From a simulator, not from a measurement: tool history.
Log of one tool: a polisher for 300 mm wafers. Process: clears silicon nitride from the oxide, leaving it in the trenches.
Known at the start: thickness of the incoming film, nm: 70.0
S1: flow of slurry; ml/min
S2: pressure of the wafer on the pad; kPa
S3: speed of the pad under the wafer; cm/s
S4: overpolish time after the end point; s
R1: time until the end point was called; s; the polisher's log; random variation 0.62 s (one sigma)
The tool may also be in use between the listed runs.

run    day   S1    S2   S3  S4      R1
  1  0.000  300  15.2  120   4  75.433
  2  0.338  300  16.5  120   4  66.881
  3  0.621  360  16.5  120   4  68.004
  4  0.946  360  17.9  120   4  63.677
  5  1.088  360  17.9  120   4  63.988
  6  1.296  360  19.3  120   4  59.125
  7  1.550  360  20.0  120   4  58.277
  8  1.738  360  20.7  122   4  55.269
  9  1.917  360  21.4  122   4  54.361

Forecast run 10:
 10  1.992  360  22.1  122   4   ?

{"run 10": {"R1": 52.908}}
